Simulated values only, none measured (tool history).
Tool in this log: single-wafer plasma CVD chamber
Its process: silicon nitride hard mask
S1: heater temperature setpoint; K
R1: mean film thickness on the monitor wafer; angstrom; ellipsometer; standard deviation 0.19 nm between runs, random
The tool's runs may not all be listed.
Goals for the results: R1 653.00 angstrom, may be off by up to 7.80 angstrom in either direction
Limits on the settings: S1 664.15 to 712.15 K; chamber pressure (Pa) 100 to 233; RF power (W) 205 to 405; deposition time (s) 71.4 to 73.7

{"run": 1, "hour": 0.0, "S1": 688.15, "chamber pressure (Pa)": 167, "RF power (W)": 305, "deposition time (s)": 71.4, "R1": 735.19}
{"run": 2, "hour": 5.9, "S1": 688.15, "chamber pressure (Pa)": 151, "RF power (W)": 305, "deposition time (s)": 71.4, "R1": 707.39}
{"run": 3, "hour": 10.1, "S1": 688.15, "chamber pressure (Pa)": 141, "RF power (W)": 305, "deposition time (s)": 71.4, "R1": 693.15}
{"run": 4, "hour": 17.2, "S1": 684.15, "chamber pressure (Pa)": 141, "RF power (W)": 305, "deposition time (s)": 71.4, "R1": 692.43}
{"run": 5, "hour": 24.1, "S1": 684.15, "chamber pressure (Pa)": 141, "RF power (W)": 325, "deposition time (s)": 71.4, "R1": 728.43}
{"run": 6, "hour": 24.7, "S1": 684.15, "chamber pressure (Pa)": 129, "RF power (W)": 320, "deposition time (s)": 71.4, "R1": 695.7}
{"run": 7, "hour": 33.4, "S1": 684.15, "chamber pressure (Pa)": 123, "RF power (W)": 320, "deposition time (s)": 71.4, "R1": 677.01}
{"run": 8, "hour": 37.6, "S1": 684.15, "chamber pressure (Pa)": 107, "RF power (W)": 320, "deposition time (s)": 71.4, "R1": 629.25}
{"run": 9, "hour": 43.5, "S1": 682.15, "chamber pressure (Pa)": 108, "RF power (W)": 320, "deposition time (s)": 71.4, "R1": 632.91}
{"run": 10, "hour": 50.4, "S1": 682.15, "chamber pressure (Pa)": 111, "RF power (W)": 320, "deposition time (s)": 71.4, "R1": 641.02}

5 candidate next runs follow, results not yet known. Just one meets every target within its allowed miss. Identify it.
{"run": "A", "hour": 57.3, "S1": 680.15, "chamber pressure (Pa)": 108, "RF power (W)": 310, "deposition time (s)": 71.4, "R1": "?"}
{"run": "B", "hour": 57.3, "S1": 667.15, "chamber pressure (Pa)": 108, "RF power (W)": 325, "deposition time (s)": 73.7, "R1": "?"}
{"run": "C", "hour": 57.3, "S1": 679.15, "chamber pressure (Pa)": 120, "RF power (W)": 310, "deposition time (s)": 73.7, "R1": "?"}
{"run": "D", "hour": 57.3, "S1": 689.15, "chamber pressure (Pa)": 161, "RF power (W)": 265, "deposition time (s)": 73.3, "R1": "?"}
{"run": "E", "hour": 57.3, "S1": 673.15, "chamber pressure (Pa)": 148, "RF power (W)": 270, "deposition time (s)": 71.7, "R1": "?"}

move=A R1=615.17
move=B R1=664.37
move=C R1=669.53
move=D R1=653.28
move=E R1=633.62
A: lands further from the targets than the last run did
B: moves the result that the last run missed by most past its target, out the other side
C: moves the result that the last run missed by most past its target, out the other side
D: in spec on every target
E: lands further from the targets than the last run did
D is the move that brings every result within its allowed miss.
